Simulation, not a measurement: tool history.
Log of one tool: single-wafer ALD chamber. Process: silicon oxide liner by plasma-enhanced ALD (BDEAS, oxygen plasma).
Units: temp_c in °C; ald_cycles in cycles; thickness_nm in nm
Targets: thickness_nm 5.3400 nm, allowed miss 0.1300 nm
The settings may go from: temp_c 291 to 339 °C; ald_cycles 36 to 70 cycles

{"run": 1, "hour": 0.0, "temp_c": 315, "ald_cycles": 53, "thickness_nm": 4.6204}
{"run": 2, "hour": 3.5, "temp_c": 315, "ald_cycles": 50, "thickness_nm": 4.2804}
{"run": 3, "hour": 8.0, "temp_c": 315, "ald_cycles": 52, "thickness_nm": 4.5285}
{"run": 4, "hour": 12.9, "temp_c": 315, "ald_cycles": 57, "thickness_nm": 4.9504}
{"run": 5, "hour": 21.7, "temp_c": 315, "ald_cycles": 58, "thickness_nm": 4.9926}
{"run": 6, "hour": 29.9, "temp_c": 321, "ald_cycles": 58, "thickness_nm": 4.9338}
{"run": 7, "hour": 38.8, "temp_c": 321, "ald_cycles": 58, "thickness_nm": 4.9966}
{"run": 8, "hour": 41.2, "temp_c": 321, "ald_cycles": 59, "thickness_nm": 5.0566}
{"run": 9, "hour": 45.7, "temp_c": 321, "ald_cycles": 60, "thickness_nm": 5.0989}

5 next moves are on the table. One of them brings every result within its allowed miss. Which?
{"run": "A", "hour": 50.2, "temp_c": 323, "ald_cycles": 58, "thickness_nm": "?"}
{"run": "B", "hour": 50.2, "temp_c": 316, "ald_cycles": 62, "thickness_nm": "?"}
{"run": "C", "hour": 50.2, "temp_c": 332, "ald_cycles": 59, "thickness_nm": "?"}
{"run": "D", "hour": 50.2, "temp_c": 325, "ald_cycles": 60, "thickness_nm": "?"}
{"run": "E", "hour": 50.2, "temp_c": 319, "ald_cycles": 58, "thickness_nm": "?"}

move=A thickness_nm=5.0129
move=B thickness_nm=5.4205
move=C thickness_nm=5.0237
move=D thickness_nm=5.1687
move=E thickness_nm=5.0460
A: further off than the last run
B: meets every target
C: further off than the last run
D: nearer than the last run, and not there yet
E: further off than the last run
The right move is B.

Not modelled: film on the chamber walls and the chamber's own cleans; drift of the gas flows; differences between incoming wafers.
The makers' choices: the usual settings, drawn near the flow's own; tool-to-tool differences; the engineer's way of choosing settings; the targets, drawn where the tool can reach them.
